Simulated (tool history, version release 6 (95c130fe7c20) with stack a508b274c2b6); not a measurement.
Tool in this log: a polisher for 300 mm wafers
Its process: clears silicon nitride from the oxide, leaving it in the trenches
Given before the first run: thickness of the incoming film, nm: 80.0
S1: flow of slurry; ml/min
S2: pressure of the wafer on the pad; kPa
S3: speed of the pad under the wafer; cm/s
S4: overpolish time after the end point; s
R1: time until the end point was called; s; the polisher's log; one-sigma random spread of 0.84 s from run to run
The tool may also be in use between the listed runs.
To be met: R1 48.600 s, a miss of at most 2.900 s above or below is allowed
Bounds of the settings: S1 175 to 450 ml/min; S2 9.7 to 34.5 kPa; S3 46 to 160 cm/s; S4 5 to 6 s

| run | hour | S1 | S2 | S3 | S4 | R1 |
|---|---|---|---|---|---|---|
| 1 | 0.0 | 290 | 22.1 | 102 | 6 | 86.020 |
| 2 | 2.5 | 290 | 22.1 | 84 | 6 | 101.500 |
| 3 | 7.1 | 290 | 25.5 | 92 | 6 | 83.104 |
| 4 | 11.8 | 290 | 25.5 | 72 | 6 | 105.140 |
| 5 | 17.1 | 290 | 25.5 | 72 | 6 | 104.850 |
| 6 | 21.2 | 290 | 22.1 | 72 | 6 | 117.910 |
| 7 | 28.5 | 305 | 28.3 | 100 | 6 | 67.934 |
| 8 | 31.3 | 305 | 30.3 | 104 | 6 | 62.275 |
| 9 | 36.2 | 305 | 31.7 | 108 | 6 | 58.239 |

Which one of the following 5 next-run settings gets every result inside its allowed miss? There is exactly one.
| A | 41.1 | 225 | 29.6 | 100 | 6 | ? |
| B | 41.1 | 335 | 22.1 | 112 | 6 | ? |
| C | 41.1 | 240 | 33.1 | 94 | 6 | ? |
| D | 41.1 | 290 | 31.0 | 88 | 6 | ? |
| E | 41.1 | 395 | 33.8 | 120 | 5 | ? |

| move | R1 |
|---|---|
| A | 69.397 |
| B | 78.125 |
| C | 66.209 |
| D | 73.557 |
| E | 49.204 |
A: further off than the last run
B: further off than the last run
C: further off than the last run
D: further off than the last run
E: all results land within tolerance of their targets
Move E is the one to make.

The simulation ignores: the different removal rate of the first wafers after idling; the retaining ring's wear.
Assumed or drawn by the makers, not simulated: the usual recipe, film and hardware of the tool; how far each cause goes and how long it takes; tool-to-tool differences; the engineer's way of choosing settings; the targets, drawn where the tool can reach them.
